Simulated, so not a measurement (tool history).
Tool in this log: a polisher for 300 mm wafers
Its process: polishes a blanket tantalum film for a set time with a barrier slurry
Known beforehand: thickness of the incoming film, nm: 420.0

run  hour  flow of slurry (ml/min)  pressure of the wafer on the pad (psi)  speed of the pad under the wafer (cm/s)  abrasive content of the slurry  polishing time (s)  film removed (Å)
  1     0                      225                                     2.5                                       96                               1                  53            938.24
  2   5.5                      225                                     2.2                                       96                               1                  53            845.73
  3  13.7                      225                                     2.2                                       86                               1                  53            785.42
  4  17.8                      225                                     2.2                                       86                             1.2                  53            827.17
     26.1  -- slurry blender recalibrated
  5  26.1                      275                                     2.2                                       86                             1.2                  53            893.41
  6    35                      245                                     2.1                                       86                             1.2                  53            869.05

What does the tool deliver on the next run?
  7  43.1                      225                                     1.9                                       86                             1.2                  53                 ?

film removed (Å): 783.24
